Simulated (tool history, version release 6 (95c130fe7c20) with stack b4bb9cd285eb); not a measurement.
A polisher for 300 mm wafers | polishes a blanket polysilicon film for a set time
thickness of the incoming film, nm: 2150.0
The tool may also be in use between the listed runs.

| run | day | flow of slurry (ml/min) | pressure of the wafer on the pad (kPa) | speed of the pad under the wafer (cm/s) | polishing time (s) | film removed (nm) |
|---|---|---|---|---|---|---|
| 1 | 0.000 | 190 | 19.3 | 120 | 58 | 488.36 |
| 2 | 0.375 | 190 | 15.2 | 120 | 58 | 380.55 |
| 3 | 0.646 | 155 | 15.2 | 120 | 58 | 376.28 |
| 4 | 0.796 | 155 | 15.2 | 120 | 58 | 372.01 |
| 5 | 1.033 | 135 | 15.2 | 120 | 58 | 365.29 |
| 6 | 1.396 | 135 | 15.2 | 100 | 58 | 315.62 |
| 7 | 1.542 | 155 | 20.7 | 104 | 58 | 450.32 |
| 8 | 1.683 | 160 | 22.1 | 104 | 58 | 472.49 |
| 9 | 1.733 | 170 | 22.8 | 104 | 58 | 484.70 |
| 10 | 1.758 | 170 | 22.8 | 104 | 58 | 494.80 |

The next listed run, before its measurement:
| 11 | 1.912 | 175 | 23.4 | 104 | 58 | ? |

Run 11 gave film removed (nm) 513.97.

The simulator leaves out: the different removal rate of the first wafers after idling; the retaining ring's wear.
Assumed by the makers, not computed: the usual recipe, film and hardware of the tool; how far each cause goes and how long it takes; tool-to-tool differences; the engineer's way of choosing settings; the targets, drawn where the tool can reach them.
